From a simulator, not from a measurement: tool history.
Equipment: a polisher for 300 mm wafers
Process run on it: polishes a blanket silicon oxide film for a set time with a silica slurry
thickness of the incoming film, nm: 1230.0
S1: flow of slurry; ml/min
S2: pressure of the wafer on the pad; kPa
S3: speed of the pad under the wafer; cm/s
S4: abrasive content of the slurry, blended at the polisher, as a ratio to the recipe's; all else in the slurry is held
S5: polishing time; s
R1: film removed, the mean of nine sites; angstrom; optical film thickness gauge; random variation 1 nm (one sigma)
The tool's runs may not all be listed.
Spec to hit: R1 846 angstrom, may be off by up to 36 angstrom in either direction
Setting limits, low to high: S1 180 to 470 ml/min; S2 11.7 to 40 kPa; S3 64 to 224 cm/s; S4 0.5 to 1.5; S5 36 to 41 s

run	hour	S1	S2	S3	S4	S5	R1
1	0	300	25.5	144	1	41	1501.1
2	6.2	300	22.1	142	1	41	1253.7
3	8.7	350	22.1	142	1	41	1262.3
4	17	350	20	142	1	41	1158
5	20.4	350	17.9	142	1	41	1057.5
# hour 25.9: slurry blender recalibrated
6	25.9	350	17.9	142	1	41	1205.1
7	28.6	350	11.7	120	1	41	700.98
8	36.2	355	13.1	120	1	41	805.05

Exactly one of the 5 candidate moves below puts every result within its allowed miss. Which one?
A	43.8	385	12.4	148	0.9	37	?
B	43.8	270	12.4	130	1.05	39	?
C	43.8	285	17.2	140	0.85	36	?
D	43.8	370	15.9	112	1.05	41	?
E	43.8	335	13.8	112	1.2	41	?

move	R1
A	790.09
B	780.53
C	962.21
D	937.73
E	858.62
A: its largest miss is bigger than the last run's
B: its largest miss is bigger than the last run's
C: carries the result that was furthest off beyond its target, to the other side
D: carries the result that was furthest off beyond its target, to the other side
E: meets every target
E meets every target.

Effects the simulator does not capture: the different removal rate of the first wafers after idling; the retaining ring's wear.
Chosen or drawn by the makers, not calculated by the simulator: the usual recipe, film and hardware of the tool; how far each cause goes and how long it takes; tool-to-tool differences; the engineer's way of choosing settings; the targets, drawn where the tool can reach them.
